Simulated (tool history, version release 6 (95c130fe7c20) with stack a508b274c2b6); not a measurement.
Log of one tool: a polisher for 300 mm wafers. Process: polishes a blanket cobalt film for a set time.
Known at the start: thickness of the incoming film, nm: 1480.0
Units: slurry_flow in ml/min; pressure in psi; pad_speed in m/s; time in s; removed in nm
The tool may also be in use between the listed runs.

{"run": 1, "hour": 0.0, "slurry_flow": 275, "pressure": 1.5, "pad_speed": 0.76, "time": 22, "removed": 70.368}
{"run": 2, "hour": 5.1, "slurry_flow": 275, "pressure": 1.6, "pad_speed": 0.78, "time": 22, "removed": 79.66}
{"run": 3, "hour": 12.7, "slurry_flow": 275, "pressure": 1.7, "pad_speed": 0.78, "time": 22, "removed": 82.444}
{"run": 4, "hour": 13.5, "slurry_flow": 275, "pressure": 2, "pad_speed": 0.78, "time": 22, "removed": 96.889}
{"run": 5, "hour": 14.6, "slurry_flow": 275, "pressure": 2.1, "pad_speed": 0.8, "time": 22, "removed": 101.56}
{"run": 6, "hour": 19.2, "slurry_flow": 275, "pressure": 2.1, "pad_speed": 0.82, "time": 22, "removed": 105.81}

Run 7 comes next. What will it give?
{"run": 7, "hour": 20.9, "slurry_flow": 275, "pressure": 2.1, "pad_speed": 0.84, "time": 22, "removed": "?"}

removed: 109.45 nm
